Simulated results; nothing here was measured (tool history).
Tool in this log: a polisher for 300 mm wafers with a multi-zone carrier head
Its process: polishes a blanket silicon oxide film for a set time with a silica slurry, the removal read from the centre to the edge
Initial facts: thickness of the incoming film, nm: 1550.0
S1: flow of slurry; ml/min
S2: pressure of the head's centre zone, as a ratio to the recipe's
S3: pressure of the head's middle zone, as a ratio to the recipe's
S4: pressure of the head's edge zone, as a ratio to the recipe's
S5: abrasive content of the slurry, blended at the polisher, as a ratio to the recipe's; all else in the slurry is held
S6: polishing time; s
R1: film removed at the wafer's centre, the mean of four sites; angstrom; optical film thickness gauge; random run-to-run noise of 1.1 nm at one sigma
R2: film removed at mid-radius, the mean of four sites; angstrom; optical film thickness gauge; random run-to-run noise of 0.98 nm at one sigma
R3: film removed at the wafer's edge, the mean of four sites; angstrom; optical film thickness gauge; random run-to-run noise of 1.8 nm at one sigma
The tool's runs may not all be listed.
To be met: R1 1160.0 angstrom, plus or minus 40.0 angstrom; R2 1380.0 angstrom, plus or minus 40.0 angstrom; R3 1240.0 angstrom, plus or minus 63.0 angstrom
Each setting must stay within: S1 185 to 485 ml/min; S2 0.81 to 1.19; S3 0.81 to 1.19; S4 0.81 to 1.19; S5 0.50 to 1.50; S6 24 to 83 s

run	day	S1	S2	S3	S4	S5	S6	R1	R2	R3
1	0.000	310	1.00	1.00	1.00	1.00	53	2133.7	1913.2	1895.1
2	0.329	305	0.98	1.01	1.00	0.95	52	1976.8	1853.9	1839.0
3	0.425	305	0.98	1.01	0.93	0.95	52	2006.7	1861.9	1809.2
4	0.717	305	1.02	1.01	0.93	0.95	52	2057.1	1854.0	1794.1
5	0.912	305	1.02	1.08	0.93	0.95	52	2066.5	1985.8	1835.5
6	0.942	305	0.98	1.08	0.93	0.95	52	1997.8	1948.3	1813.6
7	1.038	300	0.96	1.09	0.92	0.90	51	1848.9	1918.8	1753.7
# day 1.396: centre zone pressure recalibrated
8	1.396	300	0.95	1.09	0.91	0.85	50	1613.3	1858.8	1662.1
9	1.729	310	0.96	1.08	0.90	0.80	49	1580.9	1750.3	1603.1

Consider the 5 candidate settings below. Which is the only one whose results all fall within their allowed miss of target?
A	2.062	185	0.93	1.11	0.93	0.75	40	?	?	?
B	2.062	315	1.07	1.00	0.88	0.85	56	?	?	?
C	2.062	295	1.09	1.04	0.83	0.85	39	?	?	?
D	2.062	355	0.88	1.01	0.92	0.55	48	?	?	?
E	2.062	315	0.86	1.10	0.86	1.00	40	?	?	?

move	R1	R2	R3
A	1154.4	1381.8	1226.0
B	2017.3	1940.0	1823.9
C	1420.0	1388.8	1239.0
D	1292.2	1489.6	1406.2
E	1248.9	1580.3	1356.0
A: all results in spec
B: misses by more than the last run did
C: better than the last run, though not everything is in spec
D: better than the last run, though not everything is in spec
E: better than the last run, though not everything is in spec
Answer: A

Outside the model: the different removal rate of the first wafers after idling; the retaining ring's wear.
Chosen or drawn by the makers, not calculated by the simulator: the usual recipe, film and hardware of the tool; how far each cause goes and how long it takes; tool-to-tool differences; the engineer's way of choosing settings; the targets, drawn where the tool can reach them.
